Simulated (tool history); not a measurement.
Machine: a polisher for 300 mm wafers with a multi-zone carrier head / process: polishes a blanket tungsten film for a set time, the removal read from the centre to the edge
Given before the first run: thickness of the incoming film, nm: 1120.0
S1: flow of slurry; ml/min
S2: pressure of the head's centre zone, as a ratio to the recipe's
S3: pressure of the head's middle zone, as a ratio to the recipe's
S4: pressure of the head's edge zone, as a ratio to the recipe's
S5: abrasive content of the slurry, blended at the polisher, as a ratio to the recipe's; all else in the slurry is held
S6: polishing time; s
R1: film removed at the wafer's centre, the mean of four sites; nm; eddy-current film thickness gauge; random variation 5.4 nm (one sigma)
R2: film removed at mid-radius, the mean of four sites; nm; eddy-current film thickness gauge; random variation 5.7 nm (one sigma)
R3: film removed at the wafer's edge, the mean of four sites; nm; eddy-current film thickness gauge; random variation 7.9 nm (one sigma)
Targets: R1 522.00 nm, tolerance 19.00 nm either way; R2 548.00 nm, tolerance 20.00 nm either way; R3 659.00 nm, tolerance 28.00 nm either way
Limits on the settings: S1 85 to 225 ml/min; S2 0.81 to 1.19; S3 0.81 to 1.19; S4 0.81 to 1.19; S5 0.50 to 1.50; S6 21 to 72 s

| run | hour | S1 | S2 | S3 | S4 | S5 | S6 | R1 | R2 | R3 |
|---|---|---|---|---|---|---|---|---|---|---|
| 1 | 0.0 | 145 | 1.00 | 1.00 | 1.00 | 1.00 | 46 | 426.68 | 427.19 | 447.75 |
| 2 | 8.0 | 145 | 0.99 | 0.99 | 1.02 | 1.05 | 47 | 428.32 | 448.09 | 467.77 |
| 3 | 13.4 | 145 | 0.99 | 0.99 | 1.02 | 1.20 | 47 | 450.42 | 462.44 | 486.88 |
| 4 | 19.9 | 145 | 0.99 | 0.98 | 1.04 | 1.25 | 48 | 465.91 | 475.27 | 504.29 |
| 5 | 21.8 | 145 | 0.99 | 0.94 | 1.04 | 1.25 | 48 | 467.84 | 455.77 | 500.72 |
| 6 | 29.3 | 145 | 0.98 | 0.93 | 1.06 | 1.30 | 49 | 465.93 | 462.21 | 537.93 |
| 7 | 37.3 | 150 | 0.98 | 0.93 | 1.07 | 1.30 | 49 | 472.15 | 465.23 | 534.71 |
| 8 | 45.8 | 150 | 0.98 | 0.93 | 1.08 | 1.30 | 49 | 477.84 | 461.66 | 527.84 |
| 9 | 54.7 | 175 | 0.88 | 0.91 | 1.18 | 1.50 | 56 | 531.78 | 572.70 | 678.40 |

5 candidate next runs follow, results not yet known. Just one meets every target within its allowed miss. Identify it.
| A | 63.6 | 105 | 0.97 | 0.87 | 1.10 | 1.50 | 60 | ? | ? | ? |
| B | 63.6 | 165 | 0.82 | 0.93 | 1.19 | 1.50 | 58 | ? | ? | ? |
| C | 63.6 | 210 | 0.89 | 0.90 | 1.19 | 1.50 | 53 | ? | ? | ? |
| D | 63.6 | 200 | 0.93 | 0.84 | 1.12 | 1.50 | 55 | ? | ? | ? |
| E | 63.6 | 140 | 1.03 | 0.95 | 1.09 | 1.45 | 56 | ? | ? | ? |

| move | R1 | R2 | R3 |
|---|---|---|---|
| A | 519.56 | 503.57 | 629.05 |
| B | 497.87 | 585.46 | 693.69 |
| C | 521.93 | 549.26 | 656.98 |
| D | 560.12 | 538.96 | 657.66 |
| E | 570.86 | 544.98 | 617.46 |
A: takes the result that was furthest off past its target
B: the biggest miss grows against the last run
C: all results in spec
D: gets the furthest-off result to its target, but another result is out of tolerance
E: gets the furthest-off result to its target, but another result is out of tolerance
Move C is the one to make.

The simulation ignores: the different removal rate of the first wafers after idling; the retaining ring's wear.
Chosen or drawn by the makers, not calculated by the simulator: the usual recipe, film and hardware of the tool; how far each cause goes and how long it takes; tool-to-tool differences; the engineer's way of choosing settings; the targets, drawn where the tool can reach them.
